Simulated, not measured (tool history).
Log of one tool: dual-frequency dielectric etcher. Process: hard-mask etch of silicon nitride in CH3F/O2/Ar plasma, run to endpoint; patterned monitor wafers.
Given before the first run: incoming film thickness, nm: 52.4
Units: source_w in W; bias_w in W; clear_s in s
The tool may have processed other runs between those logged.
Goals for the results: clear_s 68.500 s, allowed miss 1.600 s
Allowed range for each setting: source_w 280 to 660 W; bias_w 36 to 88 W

run,hour,source_w,bias_w,clear_s
1,0.0,470,62,79.954
2,4.9,470,68,76.230
3,8.3,410,68,81.872
4,10.1,410,72,80.811
5,13.8,440,73,76.743
6,20.1,360,73,84.499
7,29.0,390,74,81.378
8,30.5,420,75,78.043

Which one of the following 4 next-run settings gets every result inside its allowed miss? There is exactly one.
A,32.0,500,70,?
B,32.0,320,73,?
C,32.0,510,82,?
D,32.0,490,70,?

move,clear_s
A,73.864
B,89.964
C,68.901
D,74.551
A: nearer the targets than the last run, but a result is still out of spec
B: lands further from the targets than the last run did
C: each result inside its tolerance
D: nearer the targets than the last run, but a result is still out of spec
The right move is C.
